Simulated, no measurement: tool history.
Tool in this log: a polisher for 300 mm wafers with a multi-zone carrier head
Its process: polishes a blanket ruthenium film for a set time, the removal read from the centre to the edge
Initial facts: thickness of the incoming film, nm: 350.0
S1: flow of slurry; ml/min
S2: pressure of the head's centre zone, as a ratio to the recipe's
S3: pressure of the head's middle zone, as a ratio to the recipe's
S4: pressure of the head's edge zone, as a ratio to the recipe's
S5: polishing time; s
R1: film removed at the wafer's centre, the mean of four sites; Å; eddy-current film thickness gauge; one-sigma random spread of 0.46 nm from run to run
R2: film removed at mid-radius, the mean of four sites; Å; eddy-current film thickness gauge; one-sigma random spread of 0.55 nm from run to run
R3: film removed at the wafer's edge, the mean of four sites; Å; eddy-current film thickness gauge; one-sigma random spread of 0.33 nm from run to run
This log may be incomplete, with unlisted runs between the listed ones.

run 1 hour=0.0 | S1=315 S2=1.00 S3=1.00 S4=1.00 S5=65 | R1=907.83 R2=919.76 R3=889.64
run 2 hour=7.5 | S1=320 S2=1.02 S3=1.00 S4=0.96 S5=58 | R1=824.13 R2=829.03 R3=787.47
run 3 hour=15.7 | S1=320 S2=1.05 S3=1.00 S4=0.93 S5=52 | R1=762.96 R2=731.86 R3=701.93
run 4 hour=22.1 | S1=320 S2=1.05 S3=1.00 S4=0.93 S5=58 | R1=842.93 R2=816.28 R3=771.85
run 5 hour=23.8 | S1=275 S2=1.05 S3=1.00 S4=0.93 S5=58 | R1=839.05 R2=800.92 R3=775.54
run 6 hour=25.7 | S1=290 S2=1.06 S3=1.01 S4=0.90 S5=53 | R1=777.40 R2=743.41 R3=686.55
run 7 hour=32.1 | S1=285 S2=1.06 S3=1.00 S4=0.88 S5=50 | R1=725.15 R2=698.74 R3=651.40
run 8 hour=36.0 | S1=295 S2=1.07 S3=1.00 S4=0.87 S5=47 | R1=696.61 R2=652.90 R3=607.25
run 9 hour=40.6 | S1=305 S2=1.08 S3=1.01 S4=0.82 S5=38 | R1=573.99 R2=533.77 R3=478.56
run 10 hour=43.6 | S1=310 S2=1.12 S3=1.05 S4=0.91 S5=38 | R1=592.24 R2=553.01 R3=505.54
run 11 hour=47.7 | S1=310 S2=1.13 S3=1.06 S4=0.91 S5=38 | R1=589.71 R2=554.11 R3=500.45
run 12 hour=55.2 | S1=310 S2=1.14 S3=1.06 S4=0.91 S5=38 | R1=604.85 R2=558.96 R3=502.43
run 13 hour=59.3 | S1=310 S2=1.14 S3=1.06 S4=0.92 S5=38 | R1=601.75 R2=568.53 R3=510.64

Run 14 comes next. What will it give?
run 14 hour=62.7 | S1=310 S2=1.15 S3=1.06 S4=0.92 S5=38 | R1=? R2=? R3=?

{"run 14": {"R1": 610.17, "R2": 567.71, "R3": 509.38}}
